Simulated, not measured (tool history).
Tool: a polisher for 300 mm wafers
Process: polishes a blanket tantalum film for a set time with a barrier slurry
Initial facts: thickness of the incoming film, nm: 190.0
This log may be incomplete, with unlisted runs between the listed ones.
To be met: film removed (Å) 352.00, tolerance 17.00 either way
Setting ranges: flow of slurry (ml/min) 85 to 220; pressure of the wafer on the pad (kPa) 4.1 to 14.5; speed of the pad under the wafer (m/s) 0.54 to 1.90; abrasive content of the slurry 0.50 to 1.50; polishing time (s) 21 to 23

run,day,flow of slurry (ml/min),pressure of the wafer on the pad (kPa),speed of the pad under the wafer (m/s),abrasive content of the slurry,polishing time (s),film removed (Å)
1,0.000,140,9.0,1.22,1.00,23,262.00
2,0.112,140,9.0,1.22,1.00,23,256.93
3,0.200,140,6.9,1.22,1.00,23,207.23
4,0.408,140,8.3,1.24,1.00,23,244.40
5,0.650,140,8.3,1.24,1.00,23,241.65
6,0.696,160,8.3,1.24,1.00,23,253.44
7,0.900,165,9.0,1.24,1.00,23,282.36
8,0.971,175,9.0,1.24,1.00,23,279.25
# day 1.338: slurry nozzle cleaned
9,1.338,175,9.0,1.24,1.00,23,290.62

Which one of the following 5 next-run settings gets every result inside its allowed miss? There is exactly one.
A,1.704,200,11.0,1.08,0.90,23,?
B,1.704,185,10.3,1.38,1.10,23,?
C,1.704,185,11.0,1.16,1.00,22,?
D,1.704,220,11.7,1.24,1.15,23,?
E,1.704,195,9.0,1.40,1.15,23,?

move,film removed (Å)
A,297.02
B,373.98
C,312.05
D,393.87
E,337.97
A: closer than the last run, but not yet in spec
B: moves the result that the last run missed by most past its target, out the other side
C: closer than the last run, but not yet in spec
D: moves the result that the last run missed by most past its target, out the other side
E: each result inside its tolerance
Move E is the one to make.
